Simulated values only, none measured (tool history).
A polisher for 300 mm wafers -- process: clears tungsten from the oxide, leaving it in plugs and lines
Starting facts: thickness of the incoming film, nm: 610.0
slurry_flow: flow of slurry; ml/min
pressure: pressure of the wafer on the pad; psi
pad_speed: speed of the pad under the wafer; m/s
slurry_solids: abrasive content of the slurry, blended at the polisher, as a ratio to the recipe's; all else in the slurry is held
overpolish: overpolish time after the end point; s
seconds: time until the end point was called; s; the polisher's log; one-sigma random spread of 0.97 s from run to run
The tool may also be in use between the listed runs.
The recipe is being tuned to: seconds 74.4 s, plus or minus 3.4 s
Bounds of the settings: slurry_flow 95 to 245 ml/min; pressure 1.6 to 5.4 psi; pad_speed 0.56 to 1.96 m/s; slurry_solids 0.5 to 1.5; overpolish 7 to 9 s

Run 1, day 0: slurry_flow 155 ml/min, pressure 3.5 psi, pad_speed 1.26 m/s, slurry_solids 1, overpolish 9 s. Result: seconds 91.351 s.
Run 2, day 0.229: slurry_flow 155 ml/min, pressure 3.6 psi, pad_speed 1.26 m/s, slurry_solids 1, overpolish 9 s. Result: seconds 88.915 s.
Run 3, day 0.321: slurry_flow 155 ml/min, pressure 3.6 psi, pad_speed 1.26 m/s, slurry_solids 1, overpolish 9 s. Result: seconds 88.336 s.
Run 4, day 0.492: slurry_flow 155 ml/min, pressure 3.7 psi, pad_speed 1.26 m/s, slurry_solids 1, overpolish 9 s. Result: seconds 88.083 s.
Run 5, day 0.692: slurry_flow 155 ml/min, pressure 3.7 psi, pad_speed 1.26 m/s, slurry_solids 0.8, overpolish 9 s. Result: seconds 91.846 s.
Run 6, day 0.875: slurry_flow 155 ml/min, pressure 3.1 psi, pad_speed 1.26 m/s, slurry_solids 0.8, overpolish 9 s. Result: seconds 106.03 s.
Run 7, day 1.221: slurry_flow 155 ml/min, pressure 3.1 psi, pad_speed 1.26 m/s, slurry_solids 0.8, overpolish 9 s. Result: seconds 107.03 s.
Run 8, day 1.554: slurry_flow 155 ml/min, pressure 3.3 psi, pad_speed 1.26 m/s, slurry_solids 0.8, overpolish 9 s. Result: seconds 99.982 s.
Run 9, day 1.617: slurry_flow 155 ml/min, pressure 3.5 psi, pad_speed 1.26 m/s, slurry_solids 0.8, overpolish 9 s. Result: seconds 97.076 s.

Consider the 4 candidate settings below. Which is the only one whose results all fall within their allowed miss of target?
Run A, day 1.679: slurry_flow 155 ml/min, pressure 3.8 psi, pad_speed 1.34 m/s, slurry_solids 0.8, overpolish 9 s. Result: seconds ?.
Run B, day 1.679: slurry_flow 155 ml/min, pressure 3.7 psi, pad_speed 1.56 m/s, slurry_solids 0.75, overpolish 9 s. Result: seconds ?.
Run C, day 1.679: slurry_flow 175 ml/min, pressure 4.2 psi, pad_speed 1.46 m/s, slurry_solids 0.85, overpolish 9 s. Result: seconds ?.
Run D, day 1.679: slurry_flow 175 ml/min, pressure 2.8 psi, pad_speed 1.76 m/s, slurry_solids 0.75, overpolish 7 s. Result: seconds ?.

move  seconds
   A   84.317
   B   75.508
   C   68.696
   D   85.546
A: nearer the targets than the last run, but a result is still out of spec
B: meets every target
C: takes the biggest miss from the last run beyond its target
D: nearer the targets than the last run, but a result is still out of spec
The right move is B.
